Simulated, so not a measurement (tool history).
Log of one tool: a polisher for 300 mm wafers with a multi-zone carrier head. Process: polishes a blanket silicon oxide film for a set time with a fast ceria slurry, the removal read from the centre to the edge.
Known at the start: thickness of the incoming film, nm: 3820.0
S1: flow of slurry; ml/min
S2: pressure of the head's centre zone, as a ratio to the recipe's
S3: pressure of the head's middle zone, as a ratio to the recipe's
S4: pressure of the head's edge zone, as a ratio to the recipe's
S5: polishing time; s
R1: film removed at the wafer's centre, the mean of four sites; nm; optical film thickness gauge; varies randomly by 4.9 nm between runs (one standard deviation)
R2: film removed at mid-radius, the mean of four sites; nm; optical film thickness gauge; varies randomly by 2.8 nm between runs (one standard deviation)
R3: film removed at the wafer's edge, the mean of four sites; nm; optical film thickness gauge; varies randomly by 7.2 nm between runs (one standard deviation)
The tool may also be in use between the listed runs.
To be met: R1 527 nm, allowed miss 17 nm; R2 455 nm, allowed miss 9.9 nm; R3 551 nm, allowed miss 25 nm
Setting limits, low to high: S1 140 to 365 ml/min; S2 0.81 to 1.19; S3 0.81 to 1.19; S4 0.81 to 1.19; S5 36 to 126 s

Run 1, hour 0: S1 235 ml/min, S2 1, S3 1, S4 1, S5 81 s. Result: R1 1013.4 nm, R2 1032.8 nm, R3 1105.3 nm.
Run 2, hour 1.7: S1 200 ml/min, S2 0.99, S3 0.93, S4 0.94, S5 65 s. Result: R1 775.84 nm, R2 757.77 nm, R3 837.21 nm.
Run 3, hour 5.1: S1 200 ml/min, S2 0.92, S3 0.93, S4 0.94, S5 65 s. Result: R1 725.38 nm, R2 762.91 nm, R3 847.16 nm.
Run 4, hour 6.2: S1 200 ml/min, S2 0.87, S3 0.93, S4 0.94, S5 65 s. Result: R1 701.52 nm, R2 749.49 nm, R3 838.22 nm.
Run 5, hour 10.7: S1 200 ml/min, S2 0.87, S3 0.86, S4 0.94, S5 65 s. Result: R1 686.61 nm, R2 710.69 nm, R3 828.35 nm.
Run 6, hour 13.3: S1 200 ml/min, S2 0.87, S3 0.86, S4 0.87, S5 65 s. Result: R1 696.45 nm, R2 708.5 nm, R3 812.24 nm.
Run 7, hour 16.1: S1 180 ml/min, S2 0.92, S3 0.84, S4 0.87, S5 55 s. Result: R1 597.2 nm, R2 574.77 nm, R3 654.45 nm.
Run 8, hour 16.7: S1 170 ml/min, S2 0.96, S3 0.83, S4 0.92, S5 51 s. Result: R1 568.16 nm, R2 523.81 nm, R3 615.84 nm.
Run 9, hour 22.5: S1 160 ml/min, S2 0.98, S3 0.82, S4 0.93, S5 49 s. Result: R1 559.27 nm, R2 495.76 nm, R3 603.84 nm.
Run 10, hour 26.5: S1 155 ml/min, S2 0.99, S3 0.82, S4 0.92, S5 48 s. Result: R1 532.33 nm, R2 477.03 nm, R3 576.22 nm.
Run 11, hour 31.7: S1 150 ml/min, S2 1, S3 0.82, S4 0.91, S5 48 s. Result: R1 532.65 nm, R2 478.34 nm, R3 592.03 nm.
Run 12, hour 36.6: S1 155 ml/min, S2 1.01, S3 0.82, S4 0.89, S5 47 s. Result: R1 536.46 nm, R2 466.97 nm, R3 562.79 nm.
Run 13, hour 42.9: S1 155 ml/min, S2 1.01, S3 0.82, S4 0.89, S5 47 s. Result: R1 536.6 nm, R2 469.58 nm, R3 570.2 nm.
Run 14, hour 51.4: S1 150 ml/min, S2 1.01, S3 0.82, S4 0.88, S5 47 s. Result: R1 526.69 nm, R2 466.97 nm, R3 556.95 nm.

Below are 4 possible settings for the next run. Only one of them brings all results inside the allowed miss of their targets. Which is it?
Run A, hour 59.9: S1 155 ml/min, S2 1, S3 0.91, S4 0.92, S5 46 s. Result: R1 ?, R2 ?, R3 ?.
Run B, hour 59.9: S1 145 ml/min, S2 1.02, S3 0.81, S4 0.87, S5 47 s. Result: R1 ?, R2 ?, R3 ?.
Run C, hour 59.9: S1 190 ml/min, S2 1.01, S3 0.91, S4 0.81, S5 43 s. Result: R1 ?, R2 ?, R3 ?.
Run D, hour 59.9: S1 140 ml/min, S2 1.02, S3 0.89, S4 1, S5 46 s. Result: R1 ?, R2 ?, R3 ?.

move      R1      R2      R3
   A  523.93  499.94  570.04
   B  534.35  456.95  561.61
   C  516.83  486.61  516.96
   D  518.08  478.89   583.9
A: lands further from the targets than the last run did
B: all results in spec
C: lands further from the targets than the last run did
D: lands further from the targets than the last run did
B is the move that brings every result within its allowed miss.
